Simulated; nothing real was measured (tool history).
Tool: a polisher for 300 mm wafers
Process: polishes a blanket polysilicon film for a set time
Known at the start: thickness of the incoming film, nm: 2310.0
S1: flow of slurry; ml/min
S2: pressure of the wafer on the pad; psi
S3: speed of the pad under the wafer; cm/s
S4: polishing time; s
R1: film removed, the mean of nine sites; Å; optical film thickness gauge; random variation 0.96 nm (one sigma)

run  hour   S1   S2  S3  S4      R1
  1     0  250  1.7  78  52  1795.6
  2   0.6  250  1.6  74  52  1586.1
  3     2  250  1.5  72  52  1462.8
  4   2.6  205  1.5  72  52  1420.1
  5   9.4  205  1.9  72  52  1774.2
  6  10.3  205  1.8  70  52    1643

Forecast run 7:
  7  16.9  205  1.7  68  52   ?

Run 7 gave R1 1554 Å.
